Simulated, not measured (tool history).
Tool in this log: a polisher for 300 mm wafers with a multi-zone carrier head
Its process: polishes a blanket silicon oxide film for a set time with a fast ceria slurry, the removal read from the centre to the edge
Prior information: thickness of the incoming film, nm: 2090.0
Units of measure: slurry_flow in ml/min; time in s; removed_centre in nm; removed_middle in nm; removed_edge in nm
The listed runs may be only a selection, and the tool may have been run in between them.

run,hour,slurry_flow,centre_zone,middle_zone,edge_zone,time,removed_centre,removed_middle,removed_edge
1,0.0,285,1.00,1.00,1.00,52,837.69,849.32,850.35
2,8.9,285,1.01,1.00,1.01,54,868.04,872.86,889.31
3,13.4,285,1.02,1.00,1.02,56,883.22,912.21,912.62
4,22.2,285,1.02,1.00,1.02,44,732.60,706.70,722.63
5,28.5,310,1.02,1.00,1.02,44,729.01,715.53,724.08
6,33.3,305,1.03,0.99,1.02,47,792.86,770.46,770.86
7,39.9,300,1.04,0.97,1.03,50,814.70,775.32,819.59
8,41.0,295,1.05,0.97,1.03,53,895.66,841.53,866.50
9,45.6,290,1.05,0.96,1.04,55,927.11,861.21,920.28
10,50.0,285,1.06,0.96,1.05,57,961.55,897.97,943.86
11,50.5,285,1.06,0.95,1.05,59,1000.80,924.16,971.26
12,54.6,285,1.06,0.94,1.06,61,1019.50,928.23,1008.10
13,57.9,285,1.06,0.94,1.07,62,1062.60,966.07,1021.70
14,62.1,280,1.06,0.93,1.07,64,1074.60,978.34,1060.40
15,67.4,275,1.06,0.93,1.07,65,1105.20,980.38,1067.70
16,68.8,280,1.06,0.93,1.08,66,1138.00,1014.00,1090.10
17,73.7,270,1.06,0.93,1.08,67,1132.90,1013.90,1106.50

For run 18, what comes out?
18,80.1,275,1.06,0.93,1.09,68,?,?,?

removed_centre: 1161.60 nm
removed_middle: 1012.90 nm
removed_edge: 1126.20 nm

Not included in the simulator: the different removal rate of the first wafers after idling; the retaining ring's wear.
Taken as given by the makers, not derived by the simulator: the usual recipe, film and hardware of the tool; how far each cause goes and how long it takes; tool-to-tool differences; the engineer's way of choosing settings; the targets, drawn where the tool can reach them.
